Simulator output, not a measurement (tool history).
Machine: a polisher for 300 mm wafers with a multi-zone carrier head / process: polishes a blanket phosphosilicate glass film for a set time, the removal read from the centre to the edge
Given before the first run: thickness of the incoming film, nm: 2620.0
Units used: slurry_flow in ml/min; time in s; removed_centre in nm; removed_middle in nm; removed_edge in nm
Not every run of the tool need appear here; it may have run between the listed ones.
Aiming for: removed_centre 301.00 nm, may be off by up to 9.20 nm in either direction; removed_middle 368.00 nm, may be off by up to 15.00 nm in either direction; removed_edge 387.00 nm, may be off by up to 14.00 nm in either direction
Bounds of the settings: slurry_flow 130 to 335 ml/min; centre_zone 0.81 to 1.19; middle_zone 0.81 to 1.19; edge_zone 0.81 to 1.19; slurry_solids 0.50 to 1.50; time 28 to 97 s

Run 1, day 0.000: slurry_flow 215 ml/min, centre_zone 1.00, middle_zone 1.00, edge_zone 1.00, slurry_solids 1.00, time 62 s. Result: removed_centre 304.98 nm, removed_middle 304.65 nm, removed_edge 306.53 nm.
Run 2, day 0.267: slurry_flow 215 ml/min, centre_zone 0.95, middle_zone 1.00, edge_zone 1.00, slurry_solids 1.00, time 62 s. Result: removed_centre 291.31 nm, removed_middle 302.13 nm, removed_edge 305.96 nm.
Run 3, day 0.533: slurry_flow 215 ml/min, centre_zone 0.94, middle_zone 1.01, edge_zone 1.02, slurry_solids 1.05, time 62 s. Result: removed_centre 299.30 nm, removed_middle 318.22 nm, removed_edge 321.54 nm.
Run 4, day 0.575: slurry_flow 215 ml/min, centre_zone 0.94, middle_zone 1.01, edge_zone 1.02, slurry_solids 0.95, time 62 s. Result: removed_centre 285.06 nm, removed_middle 296.61 nm, removed_edge 301.42 nm.
Run 5, day 0.850: slurry_flow 215 ml/min, centre_zone 0.93, middle_zone 1.02, edge_zone 1.04, slurry_solids 1.00, time 62 s. Result: removed_centre 287.20 nm, removed_middle 305.85 nm, removed_edge 319.14 nm.
Run 6, day 1.079: slurry_flow 220 ml/min, centre_zone 0.93, middle_zone 1.04, edge_zone 1.05, slurry_solids 1.00, time 62 s. Result: removed_centre 288.54 nm, removed_middle 317.28 nm, removed_edge 313.45 nm.
Run 7, day 1.267: slurry_flow 220 ml/min, centre_zone 0.92, middle_zone 1.04, edge_zone 1.06, slurry_solids 1.05, time 62 s. Result: removed_centre 289.05 nm, removed_middle 326.39 nm, removed_edge 323.66 nm.
Run 8, day 1.346: slurry_flow 220 ml/min, centre_zone 0.91, middle_zone 1.04, edge_zone 1.07, slurry_solids 1.05, time 62 s. Result: removed_centre 285.98 nm, removed_middle 320.44 nm, removed_edge 327.11 nm.
Run 9, day 1.717: slurry_flow 220 ml/min, centre_zone 0.91, middle_zone 1.04, edge_zone 1.08, slurry_solids 1.05, time 62 s. Result: removed_centre 286.60 nm, removed_middle 322.75 nm, removed_edge 333.53 nm.
Run 10, day 2.008: slurry_flow 225 ml/min, centre_zone 0.91, middle_zone 1.05, edge_zone 1.09, slurry_solids 1.05, time 62 s. Result: removed_centre 288.80 nm, removed_middle 336.90 nm, removed_edge 327.06 nm.
Run 11, day 2.200: slurry_flow 225 ml/min, centre_zone 0.91, middle_zone 1.05, edge_zone 1.09, slurry_solids 1.05, time 62 s. Result: removed_centre 284.89 nm, removed_middle 324.59 nm, removed_edge 332.29 nm.
Run 12, day 2.446: slurry_flow 225 ml/min, centre_zone 0.91, middle_zone 1.05, edge_zone 1.10, slurry_solids 1.05, time 62 s. Result: removed_centre 287.68 nm, removed_middle 331.70 nm, removed_edge 324.02 nm.

Below are 4 possible settings for the next run. Only one of them brings all results inside the allowed miss of their targets. Which is it?
Run A, day 2.692: slurry_flow 140 ml/min, centre_zone 0.85, middle_zone 1.05, edge_zone 1.14, slurry_solids 1.00, time 78 s. Result: removed_centre ?, removed_middle ?, removed_edge ?.
Run B, day 2.692: slurry_flow 265 ml/min, centre_zone 0.85, middle_zone 1.19, edge_zone 1.05, slurry_solids 1.25, time 62 s. Result: removed_centre ?, removed_middle ?, removed_edge ?.
Run C, day 2.692: slurry_flow 175 ml/min, centre_zone 0.87, middle_zone 0.95, edge_zone 1.02, slurry_solids 1.25, time 59 s. Result: removed_centre ?, removed_middle ?, removed_edge ?.
Run D, day 2.692: slurry_flow 240 ml/min, centre_zone 0.93, middle_zone 1.08, edge_zone 1.07, slurry_solids 1.00, time 69 s. Result: removed_centre ?, removed_middle ?, removed_edge ?.

move  removed_centre  removed_middle  removed_edge
   A          298.34          370.86        387.68
   B          299.82          407.46        358.95
   C          272.22          303.24        323.23
   D          322.61          370.17        357.95
A: meets every target
B: better than the last run, though not everything is in spec
C: about as far from the targets as the last run
D: better than the last run, though not everything is in spec
So the answer is move A, the one that meets all the targets.
